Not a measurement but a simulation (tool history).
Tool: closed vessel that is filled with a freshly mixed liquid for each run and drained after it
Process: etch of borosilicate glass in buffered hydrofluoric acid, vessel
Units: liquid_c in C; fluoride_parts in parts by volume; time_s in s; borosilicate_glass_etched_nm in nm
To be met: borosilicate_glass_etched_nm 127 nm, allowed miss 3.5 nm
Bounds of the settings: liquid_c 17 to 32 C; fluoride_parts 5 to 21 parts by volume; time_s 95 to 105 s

run,day,liquid_c,fluoride_parts,time_s,borosilicate_glass_etched_nm
1,0,25,13,95,97.184
2,0.229,28,13,95,113.58
3,0.592,28,13,95,114.6
4,0.738,28,15,95,99.474
5,1.071,28,15,105,110.83
6,1.288,28,15,105,109.27
7,1.612,28.5,15,105,112.31
8,1.979,29,15,105,115.21

Which of these 5 next moves meets every target?
A,2.346,30.5,17.5,105,?
B,2.346,29,16,100,?
C,2.346,28,15.5,100,?
D,2.346,28,13,105,?
E,2.346,23.5,8.5,100,?

move,borosilicate_glass_etched_nm
A,106.19
B,102.2
C,100.08
D,125.02
E,138.5
A: further off than the last run
B: further off than the last run
C: further off than the last run
D: meets every target
E: takes the result that was furthest off past its target
Answer: D
